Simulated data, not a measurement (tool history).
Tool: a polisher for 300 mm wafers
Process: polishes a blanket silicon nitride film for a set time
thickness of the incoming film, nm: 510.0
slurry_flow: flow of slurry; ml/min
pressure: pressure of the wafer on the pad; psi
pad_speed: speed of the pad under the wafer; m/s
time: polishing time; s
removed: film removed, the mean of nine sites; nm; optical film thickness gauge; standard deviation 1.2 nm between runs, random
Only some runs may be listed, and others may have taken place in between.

{"run": 1, "day": 0.0, "slurry_flow": 195, "pressure": 3.1, "pad_speed": 0.94, "time": 112, "removed": 138.29}
{"run": 2, "day": 0.242, "slurry_flow": 200, "pressure": 3.2, "pad_speed": 0.94, "time": 112, "removed": 141.86}
{"run": 3, "day": 0.529, "slurry_flow": 200, "pressure": 3.2, "pad_speed": 0.94, "time": 112, "removed": 141.32}
{"run": 4, "day": 0.742, "slurry_flow": 150, "pressure": 3.2, "pad_speed": 0.94, "time": 112, "removed": 135.28}
{"run": 5, "day": 0.958, "slurry_flow": 150, "pressure": 3.2, "pad_speed": 0.86, "time": 112, "removed": 126.63}
{"run": 6, "day": 1.238, "slurry_flow": 160, "pressure": 3.4, "pad_speed": 0.86, "time": 112, "removed": 135.27}
{"run": 7, "day": 1.525, "slurry_flow": 195, "pressure": 4.3, "pad_speed": 0.88, "time": 112, "removed": 178.33}
{"run": 8, "day": 1.821, "slurry_flow": 200, "pressure": 4.3, "pad_speed": 0.88, "time": 112, "removed": 180.65}

Run 9, settings as shown, results not yet in. Your forecast:
{"run": 9, "day": 2.092, "slurry_flow": 200, "pressure": 4.3, "pad_speed": 0.88, "time": 112, "removed": "?"}

Logged for run 9: removed 180.94 nm.
